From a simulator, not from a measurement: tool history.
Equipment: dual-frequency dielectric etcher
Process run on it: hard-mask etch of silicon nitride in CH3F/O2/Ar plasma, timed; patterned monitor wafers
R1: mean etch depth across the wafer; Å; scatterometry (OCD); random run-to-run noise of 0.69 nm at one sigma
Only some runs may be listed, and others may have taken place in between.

Run 1, hour 0: source power (W) 550, bias power (W) 61, etch time (s) 236.5. Result: R1 1709 Å.
Run 2, hour 7.1: source power (W) 590, bias power (W) 63, etch time (s) 237. Result: R1 1793.7 Å.
Run 3, hour 10.8: source power (W) 620, bias power (W) 64, etch time (s) 237. Result: R1 1840.6 Å.
Run 4, hour 14.9: source power (W) 640, bias power (W) 65, etch time (s) 237. Result: R1 1872.2 Å.
Run 5, hour 21.3: source power (W) 600, bias power (W) 65, etch time (s) 237. Result: R1 1831.7 Å.
Run 6, hour 29.3: source power (W) 690, bias power (W) 65, etch time (s) 237. Result: R1 1909.1 Å.

For run 7, what comes out?
Run 7, hour 33.6: source power (W) 690, bias power (W) 65, etch time (s) 237. Result: R1 ?.

{"run 7": {"R1": 1927.4}}

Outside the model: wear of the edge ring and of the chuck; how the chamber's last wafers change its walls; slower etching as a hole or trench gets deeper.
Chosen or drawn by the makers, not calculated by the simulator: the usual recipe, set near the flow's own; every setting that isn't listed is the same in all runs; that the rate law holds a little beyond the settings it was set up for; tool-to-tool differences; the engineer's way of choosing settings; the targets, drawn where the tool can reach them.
